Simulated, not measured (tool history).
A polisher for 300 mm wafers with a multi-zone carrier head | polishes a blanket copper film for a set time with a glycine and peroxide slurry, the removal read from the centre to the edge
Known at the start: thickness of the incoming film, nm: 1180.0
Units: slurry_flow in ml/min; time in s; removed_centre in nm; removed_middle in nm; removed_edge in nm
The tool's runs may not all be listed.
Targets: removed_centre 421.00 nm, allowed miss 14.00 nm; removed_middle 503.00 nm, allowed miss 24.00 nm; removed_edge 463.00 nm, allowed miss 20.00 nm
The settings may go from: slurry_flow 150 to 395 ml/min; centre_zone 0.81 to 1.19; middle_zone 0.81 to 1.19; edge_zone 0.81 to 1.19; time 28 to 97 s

| run | hour | slurry_flow | centre_zone | middle_zone | edge_zone | time | removed_centre | removed_middle | removed_edge |
|---|---|---|---|---|---|---|---|---|---|
| 1 | 0.0 | 250 | 1.00 | 1.00 | 1.00 | 62 | 363.66 | 354.12 | 359.43 |
| 2 | 4.7 | 250 | 1.05 | 1.00 | 1.00 | 62 | 387.83 | 353.40 | 358.16 |
| 3 | 5.3 | 255 | 1.03 | 1.04 | 1.03 | 65 | 398.37 | 384.51 | 385.21 |
| 4 | 14.0 | 265 | 1.01 | 1.08 | 1.04 | 67 | 399.62 | 415.53 | 398.18 |
| 5 | 19.2 | 265 | 1.01 | 1.13 | 1.04 | 67 | 411.49 | 429.21 | 394.02 |
| 6 | 25.0 | 265 | 0.94 | 1.13 | 1.04 | 67 | 376.45 | 434.12 | 388.72 |
| 7 | 29.6 | 270 | 0.94 | 1.14 | 1.07 | 69 | 383.53 | 450.28 | 400.84 |
| 8 | 36.8 | 270 | 0.94 | 1.14 | 1.09 | 71 | 400.25 | 464.24 | 439.19 |
| 9 | 45.1 | 275 | 0.94 | 1.15 | 1.10 | 71 | 395.84 | 464.36 | 436.12 |
| 10 | 47.5 | 280 | 0.94 | 1.16 | 1.10 | 72 | 402.60 | 485.83 | 440.80 |
| 11 | 48.2 | 285 | 0.95 | 1.16 | 1.11 | 72 | 414.17 | 471.41 | 436.62 |

4 next moves are on the table. One of them brings every result within its allowed miss. Which?
| A | 48.9 | 305 | 0.93 | 1.17 | 1.11 | 74 | ? | ? | ? |
| B | 48.9 | 275 | 1.02 | 1.11 | 1.11 | 67 | ? | ? | ? |
| C | 48.9 | 310 | 0.95 | 1.19 | 1.05 | 70 | ? | ? | ? |
| D | 48.9 | 335 | 0.99 | 1.19 | 1.05 | 69 | ? | ? | ? |

| move | removed_centre | removed_middle | removed_edge |
|---|---|---|---|
| A | 416.85 | 504.17 | 464.99 |
| B | 405.87 | 431.58 | 418.04 |
| C | 402.78 | 484.69 | 429.51 |
| D | 415.47 | 481.03 | 425.65 |
A: meets every target
B: further off than the last run
C: further off than the last run
D: further off than the last run
Answer: A

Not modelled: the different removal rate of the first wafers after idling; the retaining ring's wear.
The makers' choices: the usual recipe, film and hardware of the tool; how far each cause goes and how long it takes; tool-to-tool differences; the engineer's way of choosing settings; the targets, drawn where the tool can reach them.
